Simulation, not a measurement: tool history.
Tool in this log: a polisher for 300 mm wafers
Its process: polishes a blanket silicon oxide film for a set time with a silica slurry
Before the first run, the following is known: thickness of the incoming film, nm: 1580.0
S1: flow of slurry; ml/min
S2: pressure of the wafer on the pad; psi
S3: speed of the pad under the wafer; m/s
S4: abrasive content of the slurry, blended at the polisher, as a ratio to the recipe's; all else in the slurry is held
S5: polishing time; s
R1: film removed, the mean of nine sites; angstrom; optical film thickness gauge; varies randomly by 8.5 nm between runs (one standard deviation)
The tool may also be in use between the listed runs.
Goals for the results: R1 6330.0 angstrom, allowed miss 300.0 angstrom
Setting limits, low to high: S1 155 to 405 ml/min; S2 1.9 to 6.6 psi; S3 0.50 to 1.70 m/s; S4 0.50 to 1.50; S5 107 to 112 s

run	hour	S1	S2	S3	S4	S5	R1
1	0.0	260	4.2	1.10	1.00	107	4254.8
2	4.4	325	4.2	1.10	1.00	107	4302.3
3	12.8	325	4.5	1.10	1.00	107	4578.7
4	19.5	325	4.5	0.90	1.00	107	3955.6
5	23.8	325	4.8	0.90	1.00	107	4239.3
6	30.1	325	4.8	0.80	1.00	107	3889.1
7	38.3	325	5.1	0.82	1.00	107	4305.1
8	39.0	325	5.3	0.82	1.00	107	4395.6

Which of these 4 next moves meets every target?
A	39.7	325	4.8	0.64	0.85	107	?
B	39.7	370	4.4	0.74	0.85	107	?
C	39.7	355	5.1	0.94	1.10	111	?
D	39.7	330	6.2	0.98	1.05	112	?

move	R1
A	3253.3
B	3295.9
C	5004.7
D	6144.4
A: moves away from the targets compared with the last run
B: moves away from the targets compared with the last run
C: an improvement on the last run, though not all results are within tolerance
D: all results in spec
So the answer is move D, the one that meets all the targets.

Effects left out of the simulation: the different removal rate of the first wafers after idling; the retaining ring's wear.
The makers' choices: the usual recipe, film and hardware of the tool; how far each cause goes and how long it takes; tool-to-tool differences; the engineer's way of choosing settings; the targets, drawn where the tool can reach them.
